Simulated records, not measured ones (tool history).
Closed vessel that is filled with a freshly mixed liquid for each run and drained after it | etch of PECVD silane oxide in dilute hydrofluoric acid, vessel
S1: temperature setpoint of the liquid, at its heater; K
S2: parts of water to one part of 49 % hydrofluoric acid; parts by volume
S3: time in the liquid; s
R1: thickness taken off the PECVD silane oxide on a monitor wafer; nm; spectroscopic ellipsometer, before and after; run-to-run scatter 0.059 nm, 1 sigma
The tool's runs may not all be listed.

| run | day | S1 | S2 | S3 | R1 |
|---|---|---|---|---|---|
| 1 | 0.000 | 299.15 | 230 | 140 | 14.486 |
| 2 | 0.338 | 301.65 | 230 | 140 | 15.858 |
| 3 | 0.492 | 301.65 | 155 | 140 | 25.774 |
| 4 | 0.633 | 301.65 | 220 | 140 | 16.599 |
| 5 | 0.883 | 301.65 | 300 | 140 | 11.214 |
| 6 | 1.096 | 303.65 | 280 | 140 | 13.077 |
| 7 | 1.271 | 304.65 | 265 | 140 | 14.514 |

Estimate the outcome of run 8 from the log above:
| 8 | 1.375 | 305.15 | 255 | 140 | ? |

{"run 8": {"R1": 15.601}}

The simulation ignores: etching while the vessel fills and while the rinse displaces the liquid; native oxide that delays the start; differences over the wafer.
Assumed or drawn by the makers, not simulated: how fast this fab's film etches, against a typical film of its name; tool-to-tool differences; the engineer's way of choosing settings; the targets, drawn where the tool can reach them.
